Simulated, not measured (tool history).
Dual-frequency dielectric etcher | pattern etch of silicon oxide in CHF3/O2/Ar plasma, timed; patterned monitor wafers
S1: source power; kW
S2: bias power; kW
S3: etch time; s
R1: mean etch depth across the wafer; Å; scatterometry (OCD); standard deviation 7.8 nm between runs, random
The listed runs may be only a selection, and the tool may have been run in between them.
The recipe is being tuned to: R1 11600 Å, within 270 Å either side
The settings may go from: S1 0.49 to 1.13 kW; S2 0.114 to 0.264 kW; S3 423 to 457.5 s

run	hour	S1	S2	S3	R1
1	0	0.81	0.189	457.5	9881.5
2	5.9	0.81	0.189	423	8929.5
3	12	0.81	0.189	423	8991.9
4	13.8	0.81	0.189	423	9048
# hour 19.4: source power generator calibrated
5	19.4	0.88	0.205	428	9712.1
6	22	0.94	0.216	431.5	10225
7	25	0.98	0.224	434	10588
8	31.5	1.01	0.229	436	10814

Below are 5 possible settings for the next run. Only one of them brings all results inside the allowed miss of their targets. Which is it?
A	38	0.96	0.243	440.5	?
B	38	1.06	0.23	457.5	?
C	38	1.12	0.214	429.5	?
D	38	1.03	0.204	430	?
E	38	1.08	0.237	423	?

move	R1
A	11005
B	11651
C	10922
D	10455
E	10945
A: gains on the last run, yet a result remains outside its allowed miss
B: hits every target within its allowed miss
C: gains on the last run, yet a result remains outside its allowed miss
D: lands further from the targets than the last run did
E: gains on the last run, yet a result remains outside its allowed miss
Answer: B
